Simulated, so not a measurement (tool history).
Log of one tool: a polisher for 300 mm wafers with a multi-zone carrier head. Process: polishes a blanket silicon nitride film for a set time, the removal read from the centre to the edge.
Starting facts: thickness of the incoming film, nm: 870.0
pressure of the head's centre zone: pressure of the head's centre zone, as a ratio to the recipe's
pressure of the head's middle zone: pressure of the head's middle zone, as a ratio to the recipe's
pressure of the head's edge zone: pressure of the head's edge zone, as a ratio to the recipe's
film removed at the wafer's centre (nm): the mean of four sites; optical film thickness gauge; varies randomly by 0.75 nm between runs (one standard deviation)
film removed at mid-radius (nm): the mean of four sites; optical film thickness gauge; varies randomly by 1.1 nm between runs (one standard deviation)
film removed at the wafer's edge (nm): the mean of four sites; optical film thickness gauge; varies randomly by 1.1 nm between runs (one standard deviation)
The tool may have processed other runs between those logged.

run,day,flow of slurry (ml/min),pressure of the head's centre zone,pressure of the head's middle zone,pressure of the head's edge zone,polishing time (s),film removed at the wafer's centre (nm),film removed at mid-radius (nm),film removed at the wafer's edge (nm)
1,0,200,1,1,1,36,57.624,58.462,57.184
2,0.15,205,1.01,1.03,1.03,39,63.411,65.464,63.679
3,0.288,215,1.02,1.06,1.05,41,66.429,71.333,66.323
4,0.367,215,1.02,1.11,1.05,41,65.211,72.098,65.161
5,0.712,215,1.02,1.18,1.05,41,66.918,76.715,66.355
6,0.917,190,1.02,1.18,1.05,41,64.828,77.551,65.973
7,1.262,185,1.03,1.16,1.07,43,69.209,79.029,70.357

Run 8 has not been measured yet. What should we expect?
8,1.292,180,1.04,1.16,1.08,45,?,?,?

film removed at the wafer's centre (nm): 72.9
film removed at mid-radius (nm): 81.557
film removed at the wafer's edge (nm): 72.391
